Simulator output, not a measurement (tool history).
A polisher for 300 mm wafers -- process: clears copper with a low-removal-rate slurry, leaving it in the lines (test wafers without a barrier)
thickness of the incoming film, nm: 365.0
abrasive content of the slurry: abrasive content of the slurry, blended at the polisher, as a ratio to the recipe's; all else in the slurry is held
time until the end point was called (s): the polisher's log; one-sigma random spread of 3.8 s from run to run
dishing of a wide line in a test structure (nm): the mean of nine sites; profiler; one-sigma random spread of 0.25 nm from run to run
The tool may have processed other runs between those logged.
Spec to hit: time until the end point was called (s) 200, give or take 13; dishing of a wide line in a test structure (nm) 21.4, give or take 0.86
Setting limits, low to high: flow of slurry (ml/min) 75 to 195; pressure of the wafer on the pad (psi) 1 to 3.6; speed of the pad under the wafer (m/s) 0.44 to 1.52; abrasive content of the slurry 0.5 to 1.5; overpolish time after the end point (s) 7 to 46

| run | day | flow of slurry (ml/min) | pressure of the wafer on the pad (psi) | speed of the pad under the wafer (m/s) | abrasive content of the slurry | overpolish time after the end point (s) | time until the end point was called (s) | dishing of a wide line in a test structure (nm) |
|---|---|---|---|---|---|---|---|---|
| 1 | 0 | 125 | 2.3 | 0.98 | 1 | 24 | 189.86 | 25.57 |
| 2 | 0.029 | 125 | 2.8 | 0.98 | 1 | 24 | 161.27 | 28.523 |
| 3 | 0.112 | 125 | 2.8 | 0.98 | 1 | 30 | 165.69 | 32.823 |
| 4 | 0.429 | 130 | 2.7 | 0.98 | 1 | 28 | 165.21 | 30.686 |
| 5 | 0.542 | 130 | 2.7 | 0.98 | 1.15 | 28 | 167.16 | 31.299 |
| 6 | 0.712 | 115 | 2.7 | 0.98 | 1.15 | 28 | 171.15 | 30.173 |
| 7 | 0.775 | 115 | 2.6 | 0.98 | 1.15 | 26 | 171.86 | 29.197 |
| 8 | 1.05 | 115 | 2.5 | 0.98 | 1.15 | 24 | 181.48 | 26.382 |
| 9 | 1.258 | 115 | 2.4 | 0.98 | 1.15 | 23 | 179.25 | 25.335 |

Of the 5 settings listed for the next run, only one would bring every result within its allowed miss of target. Which one?
| A | 1.467 | 120 | 2.6 | 0.78 | 1.35 | 30 | ? | ? |
| B | 1.467 | 135 | 2.1 | 1.12 | 1.25 | 15 | ? | ? |
| C | 1.467 | 155 | 2 | 0.94 | 1.1 | 20 | ? | ? |
| D | 1.467 | 80 | 2.4 | 0.88 | 1.2 | 21 | ? | ? |
| E | 1.467 | 115 | 2.4 | 1.16 | 0.95 | 32 | ? | ? |

| move | time until the end point was called (s) | dishing of a wide line in a test structure (nm) |
|---|---|---|
| A | 208.12 | 27.935 |
| B | 166.24 | 19.569 |
| C | 201.8 | 21.034 |
| D | 224.69 | 20.192 |
| E | 159.37 | 34.443 |
A: further off than the last run
B: pushes the last run's worst result past its target
C: every result lands within tolerance
D: pushes the last run's worst result past its target
E: further off than the last run
Go with C: it meets all targets.
